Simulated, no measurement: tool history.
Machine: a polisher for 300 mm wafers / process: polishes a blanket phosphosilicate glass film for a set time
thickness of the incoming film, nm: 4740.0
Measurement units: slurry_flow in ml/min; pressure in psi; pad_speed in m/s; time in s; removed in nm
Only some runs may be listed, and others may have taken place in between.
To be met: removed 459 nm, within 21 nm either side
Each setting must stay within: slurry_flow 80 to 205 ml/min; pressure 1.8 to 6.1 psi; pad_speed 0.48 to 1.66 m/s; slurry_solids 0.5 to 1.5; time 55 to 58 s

| run | hour | slurry_flow | pressure | pad_speed | slurry_solids | time | removed |
|---|---|---|---|---|---|---|---|
| 1 | 0 | 135 | 3.9 | 1.06 | 1 | 55 | 548.15 |
| 2 | 8.7 | 135 | 3.8 | 1.06 | 1 | 55 | 527.93 |
| 3 | 17.6 | 135 | 3.7 | 1.06 | 1 | 55 | 525.29 |
| 4 | 23.6 | 155 | 3.7 | 1.06 | 1 | 55 | 528.33 |
| 5 | 29.4 | 155 | 3.6 | 1.06 | 1 | 55 | 523.89 |
| 6 | 32.4 | 155 | 3.5 | 1.06 | 1 | 55 | 509.69 |
| 7 | 35.5 | 155 | 3.4 | 1.06 | 1 | 55 | 490.52 |
| 8 | 37.5 | 155 | 3.3 | 1.06 | 1 | 55 | 476.37 |

Which single option among these 5 for the next run brings every result within its allowed miss of target? Just one does.
| A | 39.5 | 140 | 3.7 | 1 | 1 | 55 | ? |
| B | 39.5 | 160 | 2.9 | 1.04 | 1.2 | 55 | ? |
| C | 39.5 | 145 | 3 | 1.28 | 0.95 | 58 | ? |
| D | 39.5 | 135 | 3.2 | 1.16 | 1.05 | 58 | ? |
| E | 39.5 | 145 | 3 | 1.1 | 1.1 | 58 | ? |

| move | removed |
|---|---|
| A | 499.92 |
| B | 454.64 |
| C | 514.62 |
| D | 524.63 |
| E | 489.63 |
A: further off than the last run
B: each result inside its tolerance
C: further off than the last run
D: further off than the last run
E: further off than the last run
Answer: B
